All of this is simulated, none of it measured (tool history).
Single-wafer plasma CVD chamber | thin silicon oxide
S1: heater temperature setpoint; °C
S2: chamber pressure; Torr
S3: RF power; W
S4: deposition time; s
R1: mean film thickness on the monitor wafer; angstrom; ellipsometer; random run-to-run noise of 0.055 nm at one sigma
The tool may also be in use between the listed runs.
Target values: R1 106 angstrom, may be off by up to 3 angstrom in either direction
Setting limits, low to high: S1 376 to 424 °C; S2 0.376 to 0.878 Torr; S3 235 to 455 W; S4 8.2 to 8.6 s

run  hour   S1     S2   S3   S4      R1
  1     0  400  0.627  345  8.6  123.24
  2   4.1  400  0.604  345  8.6  118.29
  3  10.3  400  0.587  345  8.6  114.55
  4  14.2  400  0.575  345  8.6  113.41
  5  16.1  400  0.575  345  8.6  111.69
  6  16.9  400  0.575  345  8.6  111.47
  7  23.1  400  0.568  345  8.6  111.97
  8  27.6  400  0.559  345  8.6  111.03

Which single option among these 4 for the next run brings every result within its allowed miss of target? Just one does.
  A  32.1  400    0.6  355  8.2   ?
  B  32.1  405  0.519  370  8.6   ?
  C  32.1  406  0.564  385  8.5   ?
  D  32.1  401  0.576  370  8.6   ?

move      R1
   A     113
   B  105.43
   C  113.41
   D   115.8
A: its largest miss is bigger than the last run's
B: in spec on every target
C: its largest miss is bigger than the last run's
D: its largest miss is bigger than the last run's
So the answer is move B, the one that meets all the targets.
